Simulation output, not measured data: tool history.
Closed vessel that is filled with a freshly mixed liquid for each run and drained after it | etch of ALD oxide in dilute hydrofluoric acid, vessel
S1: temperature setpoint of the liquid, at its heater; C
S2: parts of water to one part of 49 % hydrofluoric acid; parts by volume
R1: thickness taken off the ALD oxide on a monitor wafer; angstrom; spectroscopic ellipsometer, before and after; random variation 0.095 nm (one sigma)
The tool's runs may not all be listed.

{"run": 1, "hour": 0.0, "S1": 25.0, "S2": 250, "time in the liquid (s)": 320, "R1": 248.73}
{"run": 2, "hour": 4.5, "S1": 25.0, "S2": 250, "time in the liquid (s)": 320, "R1": 249.36}
{"run": 3, "hour": 10.2, "S1": 27.5, "S2": 250, "time in the liquid (s)": 320, "R1": 269.75}
{"run": 4, "hour": 18.9, "S1": 27.5, "S2": 250, "time in the liquid (s)": 320, "R1": 271.79}
{"run": 5, "hour": 24.8, "S1": 27.5, "S2": 340, "time in the liquid (s)": 320, "R1": 181.35}
{"run": 6, "hour": 29.8, "S1": 24.5, "S2": 355, "time in the liquid (s)": 320, "R1": 155.69}
{"run": 7, "hour": 35.8, "S1": 20.5, "S2": 410, "time in the liquid (s)": 320, "R1": 109.79}

The next listed run, before its measurement:
{"run": 8, "hour": 43.1, "S1": 20.0, "S2": 410, "time in the liquid (s)": 320, "R1": "?"}

Run 8 gave R1 110.79 angstrom.
